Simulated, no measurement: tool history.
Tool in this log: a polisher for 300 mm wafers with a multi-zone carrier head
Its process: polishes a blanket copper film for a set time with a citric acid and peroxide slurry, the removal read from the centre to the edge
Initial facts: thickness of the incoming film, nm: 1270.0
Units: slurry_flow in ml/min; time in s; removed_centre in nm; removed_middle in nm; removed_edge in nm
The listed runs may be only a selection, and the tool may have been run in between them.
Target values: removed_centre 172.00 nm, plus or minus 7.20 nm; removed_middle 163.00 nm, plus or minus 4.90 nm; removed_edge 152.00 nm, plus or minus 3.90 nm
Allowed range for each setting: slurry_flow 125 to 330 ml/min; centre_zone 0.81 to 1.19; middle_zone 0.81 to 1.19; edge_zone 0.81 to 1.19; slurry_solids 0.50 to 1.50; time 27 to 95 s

run,hour,slurry_flow,centre_zone,middle_zone,edge_zone,slurry_solids,time,removed_centre,removed_middle,removed_edge
1,0.0,210,1.00,1.00,1.00,1.00,61,107.74,107.85,111.35
2,3.9,225,1.04,1.03,1.02,1.10,62,118.84,118.25,119.26
3,6.2,225,1.04,1.03,1.02,0.95,62,112.10,112.13,114.11
4,13.8,235,1.07,1.05,1.03,1.05,63,123.23,119.73,120.82
5,14.7,235,1.13,1.05,1.03,1.05,63,127.93,121.59,120.52
6,19.6,250,1.14,1.07,1.04,1.15,64,139.15,131.37,127.31
7,28.5,260,1.15,1.09,1.06,1.20,64,142.13,134.23,129.99
8,34.7,265,1.16,1.10,1.07,1.25,65,146.79,139.87,134.70
# hour 42.8: slurry nozzle cleaned
9,42.8,275,1.17,1.11,1.07,1.30,66,163.25,153.22,146.75

Below are 5 possible settings for the next run. Only one of them brings all results inside the allowed miss of their targets. Which is it?
A,50.9,255,1.09,1.07,1.19,1.40,63,?,?,?
B,50.9,220,1.02,1.16,1.09,1.20,70,?,?,?
C,50.9,250,1.07,1.14,1.11,1.30,68,?,?,?
D,50.9,305,1.15,1.10,1.03,1.05,74,?,?,?
E,50.9,270,1.14,1.00,1.16,1.50,65,?,?,?

move,removed_centre,removed_middle,removed_edge
A,148.46,145.10,149.61
B,145.33,162.01,149.41
C,153.79,161.39,151.96
D,171.32,162.89,151.70
E,163.95,145.16,156.36
A: misses by more than the last run did
B: brings the result that was furthest off to its target, and leaves another outside
C: brings the result that was furthest off to its target, and leaves another outside
D: hits every target within its allowed miss
E: misses by more than the last run did
The move that meets every target is D.
